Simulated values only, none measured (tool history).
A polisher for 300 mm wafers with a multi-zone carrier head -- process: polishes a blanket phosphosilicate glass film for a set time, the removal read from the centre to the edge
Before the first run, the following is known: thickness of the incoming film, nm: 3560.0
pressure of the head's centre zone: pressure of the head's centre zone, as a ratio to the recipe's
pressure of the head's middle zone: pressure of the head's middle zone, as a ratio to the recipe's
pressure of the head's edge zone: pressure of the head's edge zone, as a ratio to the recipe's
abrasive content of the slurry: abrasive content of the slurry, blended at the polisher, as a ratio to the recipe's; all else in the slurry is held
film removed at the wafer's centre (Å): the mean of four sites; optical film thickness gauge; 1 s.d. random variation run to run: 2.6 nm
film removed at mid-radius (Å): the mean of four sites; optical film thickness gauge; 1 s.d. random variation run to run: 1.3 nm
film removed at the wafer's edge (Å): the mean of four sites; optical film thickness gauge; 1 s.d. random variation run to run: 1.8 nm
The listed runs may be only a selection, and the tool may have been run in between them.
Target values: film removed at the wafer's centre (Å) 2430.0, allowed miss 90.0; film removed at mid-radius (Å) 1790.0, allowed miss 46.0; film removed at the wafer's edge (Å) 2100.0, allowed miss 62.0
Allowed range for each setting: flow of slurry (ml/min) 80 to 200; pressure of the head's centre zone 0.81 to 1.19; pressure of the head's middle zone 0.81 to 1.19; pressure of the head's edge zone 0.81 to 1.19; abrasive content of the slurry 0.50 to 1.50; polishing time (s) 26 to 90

run	day	flow of slurry (ml/min)	pressure of the head's centre zone	pressure of the head's middle zone	pressure of the head's edge zone	abrasive content of the slurry	polishing time (s)	film removed at the wafer's centre (Å)	film removed at mid-radius (Å)	film removed at the wafer's edge (Å)
1	0.000	130	1.00	1.00	1.00	1.00	58	2997.3	2803.7	2889.9
2	0.242	130	1.08	1.00	1.00	1.00	58	3245.2	2861.3	2905.2
3	0.333	150	1.08	1.00	1.00	1.00	58	3417.4	2925.6	2940.7
4	0.696	150	1.00	1.00	1.00	1.00	58	3064.7	2981.4	2952.8
5	1.012	120	1.00	1.00	1.00	1.00	58	2874.2	2836.1	2861.6
6	1.133	120	1.00	1.00	0.94	1.00	58	2963.5	2802.9	2785.3
7	1.233	115	1.01	0.96	0.93	0.90	58	2761.9	2502.2	2587.5
8	1.554	110	1.02	0.93	0.91	0.85	58	2652.4	2343.9	2446.1
9	1.788	105	1.04	0.90	0.91	0.80	58	2660.1	2198.2	2379.5

Pick the move, out of 4, that brings all results within their allowed miss; only one does.
A	2.021	165	0.98	1.17	0.85	0.70	57	?	?	?
B	2.021	85	1.11	0.84	0.98	0.75	57	?	?	?
C	2.021	80	0.98	0.87	0.86	0.90	72	?	?	?
D	2.021	100	1.12	0.83	0.93	0.85	50	?	?	?

move	film removed at the wafer's centre (Å)	film removed at mid-radius (Å)	film removed at the wafer's edge (Å)
A	2518.5	2842.0	2285.1
B	2403.3	1860.3	2248.0
C	2862.3	2598.1	2893.3
D	2434.0	1831.8	2137.9
A: moves away from the targets compared with the last run
B: an improvement on the last run, though not all results are within tolerance
C: moves away from the targets compared with the last run
D: hits every target within its allowed miss
Answer: D
